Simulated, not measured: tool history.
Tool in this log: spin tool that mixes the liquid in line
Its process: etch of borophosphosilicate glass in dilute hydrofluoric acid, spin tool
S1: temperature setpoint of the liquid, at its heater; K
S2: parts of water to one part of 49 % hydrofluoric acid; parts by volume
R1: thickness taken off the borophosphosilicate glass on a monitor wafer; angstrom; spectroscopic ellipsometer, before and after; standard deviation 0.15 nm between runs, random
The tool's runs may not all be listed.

{"run": 1, "hour": 0.0, "S1": 299.15, "S2": 180, "time under the liquid (s)": 45, "R1": 74.754}
{"run": 2, "hour": 3.8, "S1": 299.15, "S2": 205, "time under the liquid (s)": 45, "R1": 63.807}
{"run": 3, "hour": 9.9, "S1": 301.15, "S2": 205, "time under the liquid (s)": 45, "R1": 67.371}
{"run": 4, "hour": 12.0, "S1": 302.65, "S2": 175, "time under the liquid (s)": 45, "R1": 86.225}
{"run": 5, "hour": 14.3, "S1": 303.65, "S2": 155, "time under the liquid (s)": 45, "R1": 104.78}
{"run": 6, "hour": 20.7, "S1": 304.65, "S2": 145, "time under the liquid (s)": 45, "R1": 118.15}
{"run": 7, "hour": 28.9, "S1": 305.15, "S2": 140, "time under the liquid (s)": 45, "R1": 125.1}
{"run": 8, "hour": 32.5, "S1": 305.65, "S2": 135, "time under the liquid (s)": 45, "R1": 132.19}

Run 9 has not been measured yet. What should we expect?
{"run": 9, "hour": 40.2, "S1": 305.65, "S2": 135, "time under the liquid (s)": 45, "R1": "?"}

R1: 131.820 angstrom

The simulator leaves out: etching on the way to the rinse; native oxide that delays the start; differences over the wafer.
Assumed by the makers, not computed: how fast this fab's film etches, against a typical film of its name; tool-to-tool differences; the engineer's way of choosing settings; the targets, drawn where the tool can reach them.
